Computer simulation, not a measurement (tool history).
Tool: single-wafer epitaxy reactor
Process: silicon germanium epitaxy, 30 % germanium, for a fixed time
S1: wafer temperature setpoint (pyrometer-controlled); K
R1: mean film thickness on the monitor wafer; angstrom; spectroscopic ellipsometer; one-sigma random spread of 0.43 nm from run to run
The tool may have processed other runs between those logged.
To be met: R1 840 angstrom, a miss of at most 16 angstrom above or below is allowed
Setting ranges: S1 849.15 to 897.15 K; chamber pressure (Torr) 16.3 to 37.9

run 1 hour=0 | S1=873.15 chamber_pressure_(Torr)=27.1 | R1=679.98
run 2 hour=1.8 | S1=875.15 chamber_pressure_(Torr)=27.1 | R1=700.11
run 3 hour=4.1 | S1=875.15 chamber_pressure_(Torr)=31.2 | R1=748.93
run 4 hour=5.7 | S1=865.15 chamber_pressure_(Torr)=31.2 | R1=629.04
run 5 hour=8.9 | S1=860.15 chamber_pressure_(Torr)=31.2 | R1=581.58
run 6 hour=15 | S1=860.15 chamber_pressure_(Torr)=27.2 | R1=548.4
run 7 hour=21.7 | S1=864.15 chamber_pressure_(Torr)=27.3 | R1=588.43
run 8 hour=25.7 | S1=867.15 chamber_pressure_(Torr)=27.4 | R1=621.43

Which single option among these 5 for the next run brings every result within its allowed miss of target? Just one does.
run A hour=29.7 | S1=880.15 chamber_pressure_(Torr)=30 | R1=?
run B hour=29.7 | S1=879.15 chamber_pressure_(Torr)=31.6 | R1=?
run C hour=29.7 | S1=890.15 chamber_pressure_(Torr)=31.3 | R1=?
run D hour=29.7 | S1=881.15 chamber_pressure_(Torr)=28.8 | R1=?
run E hour=29.7 | S1=887.15 chamber_pressure_(Torr)=25.9 | R1=?

move=A R1=789.58
move=B R1=792.07
move=C R1=938.19
move=D R1=790.33
move=E R1=835.77
A: closes in on the targets versus the last run, not all within tolerance yet
B: closes in on the targets versus the last run, not all within tolerance yet
C: carries the result that was furthest off beyond its target, to the other side
D: closes in on the targets versus the last run, not all within tolerance yet
E: every result lands within tolerance
Answer: E

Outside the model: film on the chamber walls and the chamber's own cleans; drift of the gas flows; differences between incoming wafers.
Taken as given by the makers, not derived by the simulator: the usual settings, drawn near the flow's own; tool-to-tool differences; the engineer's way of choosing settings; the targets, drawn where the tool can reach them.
